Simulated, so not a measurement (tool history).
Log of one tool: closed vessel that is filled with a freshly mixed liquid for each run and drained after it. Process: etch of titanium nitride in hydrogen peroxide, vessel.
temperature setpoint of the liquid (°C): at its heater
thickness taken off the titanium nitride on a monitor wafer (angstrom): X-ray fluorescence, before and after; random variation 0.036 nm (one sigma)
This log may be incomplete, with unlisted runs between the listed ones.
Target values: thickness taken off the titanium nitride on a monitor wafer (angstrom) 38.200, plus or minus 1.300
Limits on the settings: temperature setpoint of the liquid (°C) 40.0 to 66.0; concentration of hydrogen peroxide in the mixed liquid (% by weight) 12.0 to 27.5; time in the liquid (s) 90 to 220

| run | hour | temperature setpoint of the liquid (°C) | concentration of hydrogen peroxide in the mixed liquid (% by weight) | time in the liquid (s) | thickness taken off the titanium nitride on a monitor wafer (angstrom) |
|---|---|---|---|---|---|
| 1 | 0.0 | 56.0 | 18.5 | 220 | 86.135 |
| 2 | 1.2 | 53.5 | 18.5 | 220 | 71.814 |
| 3 | 10.0 | 59.0 | 18.5 | 220 | 105.870 |
| 4 | 18.7 | 56.0 | 18.5 | 220 | 84.376 |
| 5 | 23.1 | 63.0 | 18.5 | 220 | 137.360 |
| 6 | 28.2 | 59.0 | 18.5 | 220 | 104.660 |
| 7 | 30.4 | 55.5 | 18.5 | 220 | 81.800 |
| 8 | 38.2 | 55.5 | 18.5 | 220 | 83.170 |
| 9 | 44.2 | 53.0 | 18.5 | 220 | 69.403 |
| 10 | 50.2 | 51.0 | 18.5 | 220 | 59.956 |
| 11 | 53.8 | 49.5 | 18.5 | 220 | 54.024 |
| 12 | 55.5 | 48.5 | 18.5 | 220 | 50.515 |
| 13 | 62.5 | 48.5 | 18.5 | 220 | 50.151 |
| 14 | 63.2 | 47.5 | 18.5 | 220 | 46.610 |
| 15 | 63.8 | 47.0 | 18.5 | 220 | 45.318 |
| 16 | 69.2 | 46.5 | 18.5 | 220 | 43.250 |

Exactly one of the 5 candidate moves below puts every result within its allowed miss. Which one?
| A | 74.6 | 45.0 | 18.0 | 220 | ? |
| B | 74.6 | 48.5 | 18.0 | 220 | ? |
| C | 74.6 | 49.0 | 13.5 | 220 | ? |
| D | 74.6 | 48.0 | 15.0 | 220 | ? |
| E | 74.6 | 48.5 | 19.5 | 220 | ? |

| move | thickness taken off the titanium nitride on a monitor wafer (angstrom) |
|---|---|
| A | 37.785 |
| B | 48.906 |
| C | 47.732 |
| D | 45.368 |
| E | 49.748 |
A: every result within its allowed miss
B: the biggest miss grows against the last run
C: the biggest miss grows against the last run
D: the biggest miss grows against the last run
E: the biggest miss grows against the last run
The right move is A.
